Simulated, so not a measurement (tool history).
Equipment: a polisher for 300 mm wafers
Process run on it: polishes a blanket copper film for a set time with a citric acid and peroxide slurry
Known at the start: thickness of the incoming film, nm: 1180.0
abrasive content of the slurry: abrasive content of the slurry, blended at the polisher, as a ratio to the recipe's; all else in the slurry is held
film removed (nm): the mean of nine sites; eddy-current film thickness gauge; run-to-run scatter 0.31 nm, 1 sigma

run    day  flow of slurry (ml/min)  pressure of the wafer on the pad (kPa)  speed of the pad under the wafer (cm/s)  abrasive content of the slurry  polishing time (s)  film removed (nm)
  1  0.000                      280                                    25.5                                      128                             1.0                  40            111.960
  2  0.112                      280                                    25.5                                      108                             1.0                  40             94.691
  3  0.292                      275                                    22.1                                      104                             1.0                  40             79.435
  4  0.588                      275                                    27.6                                      104                             1.0                  40             98.510
  5  0.617                      235                                    27.6                                      104                             1.0                  40             96.738
  6  0.946                      230                                    23.4                                      102                             1.0                  40             81.217
  7  1.004                      225                                    20.0                                      100                             1.0                  40             67.983
  8  1.375                      225                                    20.0                                      100                             1.0                  40             67.675
  9  1.550                      215                                    17.9                                      100                             1.0                  40             61.219
 10  1.754                      210                                    16.5                                      100                             1.0                  40             55.691

Expected results for the next run?
 11  2.129                      205                                    15.9                                      100                             1.0                  40                  ?

{"run 11": {"film removed (nm)": 54.02}}

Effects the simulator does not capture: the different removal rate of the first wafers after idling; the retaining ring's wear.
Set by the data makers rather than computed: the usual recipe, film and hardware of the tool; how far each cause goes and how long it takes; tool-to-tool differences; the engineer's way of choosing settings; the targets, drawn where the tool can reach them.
